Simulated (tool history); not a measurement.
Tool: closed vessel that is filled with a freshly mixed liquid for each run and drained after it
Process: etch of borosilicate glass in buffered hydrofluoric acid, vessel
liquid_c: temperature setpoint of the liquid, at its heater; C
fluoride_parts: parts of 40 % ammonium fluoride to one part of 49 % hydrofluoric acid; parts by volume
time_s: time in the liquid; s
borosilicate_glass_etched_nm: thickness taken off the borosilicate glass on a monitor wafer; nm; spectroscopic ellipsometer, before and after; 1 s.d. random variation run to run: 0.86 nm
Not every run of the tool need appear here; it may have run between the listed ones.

| run | day | liquid_c | fluoride_parts | time_s | borosilicate_glass_etched_nm |
|---|---|---|---|---|---|
| 1 | 0.000 | 23.0 | 11.0 | 30 | 35.491 |
| 2 | 0.225 | 23.0 | 13.0 | 30 | 30.292 |
| 3 | 0.400 | 25.5 | 10.5 | 30 | 42.002 |
| 4 | 0.625 | 25.5 | 11.5 | 30 | 38.384 |
| 5 | 1.012 | 25.5 | 11.5 | 30 | 38.651 |
| 6 | 1.062 | 27.0 | 9.5 | 30 | 49.457 |

Estimate the outcome of run 7 from the log above:
| 7 | 1.362 | 28.0 | 8.0 | 30 | ? |

Run 7 produced borosilicate_glass_etched_nm 61.441 nm.
